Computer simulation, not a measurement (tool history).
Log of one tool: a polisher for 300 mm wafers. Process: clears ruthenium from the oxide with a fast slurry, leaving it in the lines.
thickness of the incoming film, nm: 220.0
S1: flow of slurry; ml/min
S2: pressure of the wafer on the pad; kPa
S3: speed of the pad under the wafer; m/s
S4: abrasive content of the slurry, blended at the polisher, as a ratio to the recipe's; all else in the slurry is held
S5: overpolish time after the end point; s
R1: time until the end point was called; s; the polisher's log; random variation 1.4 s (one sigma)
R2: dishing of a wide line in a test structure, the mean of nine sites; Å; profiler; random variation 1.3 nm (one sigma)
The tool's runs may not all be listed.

{"run": 1, "day": 0.0, "S1": 235, "S2": 17.9, "S3": 1.08, "S4": 1, "S5": 30, "R1": 41.776, "R2": 672.81}
{"run": 2, "day": 0.229, "S1": 235, "S2": 15.9, "S3": 1.06, "S4": 1, "S5": 34, "R1": 48.594, "R2": 669.26}
{"run": 3, "day": 0.333, "S1": 235, "S2": 14.5, "S3": 1.04, "S4": 1, "S5": 37, "R1": 53.94, "R2": 678.5}
{"run": 4, "day": 0.362, "S1": 235, "S2": 11.7, "S3": 1.04, "S4": 1, "S5": 37, "R1": 64.846, "R2": 593.12}
{"run": 5, "day": 0.625, "S1": 210, "S2": 11.7, "S3": 1.04, "S4": 1, "S5": 37, "R1": 63.974, "R2": 593.25}
{"run": 6, "day": 0.696, "S1": 210, "S2": 11.7, "S3": 1.24, "S4": 1, "S5": 37, "R1": 56.035, "R2": 664.85}
{"run": 7, "day": 0.842, "S1": 210, "S2": 11, "S3": 1.22, "S4": 1, "S5": 39, "R1": 57.739, "R2": 622.99}
{"run": 8, "day": 1.204, "S1": 210, "S2": 10.3, "S3": 1.18, "S4": 1, "S5": 42, "R1": 64.382, "R2": 641.22}
{"run": 9, "day": 1.371, "S1": 210, "S2": 9.7, "S3": 1.16, "S4": 1, "S5": 43, "R1": 67.802, "R2": 637.17}

Run 10 comes next. What will it give?
{"run": 10, "day": 1.504, "S1": 210, "S2": 9.7, "S3": 1.16, "S4": 1, "S5": 43, "R1": "?", "R2": "?"}

{"run 10": {"R1": 71.236, "R2": 610.12}}
